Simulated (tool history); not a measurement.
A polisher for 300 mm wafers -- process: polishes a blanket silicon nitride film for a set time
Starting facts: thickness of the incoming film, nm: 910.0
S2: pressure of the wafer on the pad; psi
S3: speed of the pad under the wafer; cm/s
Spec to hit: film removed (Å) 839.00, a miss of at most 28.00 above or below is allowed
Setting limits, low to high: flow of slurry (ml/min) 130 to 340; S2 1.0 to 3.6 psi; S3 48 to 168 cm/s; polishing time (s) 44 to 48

{"run": 1, "hour": 0.0, "flow of slurry (ml/min)": 220, "S2": 2.3, "S3": 108, "polishing time (s)": 48, "film removed (Å)": 602.85}
{"run": 2, "hour": 5.0, "flow of slurry (ml/min)": 220, "S2": 2.3, "S3": 120, "polishing time (s)": 48, "film removed (Å)": 660.65}
{"run": 3, "hour": 11.6, "flow of slurry (ml/min)": 220, "S2": 2.4, "S3": 120, "polishing time (s)": 48, "film removed (Å)": 678.94}
{"run": 4, "hour": 18.9, "flow of slurry (ml/min)": 220, "S2": 2.5, "S3": 120, "polishing time (s)": 48, "film removed (Å)": 711.95}
{"run": 5, "hour": 22.3, "flow of slurry (ml/min)": 170, "S2": 2.5, "S3": 120, "polishing time (s)": 48, "film removed (Å)": 689.36}
{"run": 6, "hour": 30.6, "flow of slurry (ml/min)": 175, "S2": 2.6, "S3": 120, "polishing time (s)": 48, "film removed (Å)": 699.29}
{"run": 7, "hour": 34.9, "flow of slurry (ml/min)": 190, "S2": 2.7, "S3": 120, "polishing time (s)": 48, "film removed (Å)": 747.4}
{"run": 8, "hour": 42.1, "flow of slurry (ml/min)": 200, "S2": 2.7, "S3": 120, "polishing time (s)": 48, "film removed (Å)": 742.46}

Of the 4 settings listed for the next run, only one would bring every result within its allowed miss of target. Which one?
{"run": "A", "hour": 49.3, "flow of slurry (ml/min)": 270, "S2": 3.2, "S3": 128, "polishing time (s)": 44, "film removed (Å)": "?"}
{"run": "B", "hour": 49.3, "flow of slurry (ml/min)": 185, "S2": 2.6, "S3": 146, "polishing time (s)": 48, "film removed (Å)": "?"}
{"run": "C", "hour": 49.3, "flow of slurry (ml/min)": 200, "S2": 2.6, "S3": 126, "polishing time (s)": 48, "film removed (Å)": "?"}
{"run": "D", "hour": 49.3, "flow of slurry (ml/min)": 185, "S2": 2.9, "S3": 158, "polishing time (s)": 44, "film removed (Å)": "?"}

move=A film_removed_(Å)=897.80
move=B film_removed_(Å)=850.25
move=C film_removed_(Å)=763.56
move=D film_removed_(Å)=923.48
A: the result that was furthest off in the last run now lies on the other side of its target
B: meets every target
C: nearer the targets than the last run, but a result is still out of spec
D: the result that was furthest off in the last run now lies on the other side of its target
Move B is the one to make.
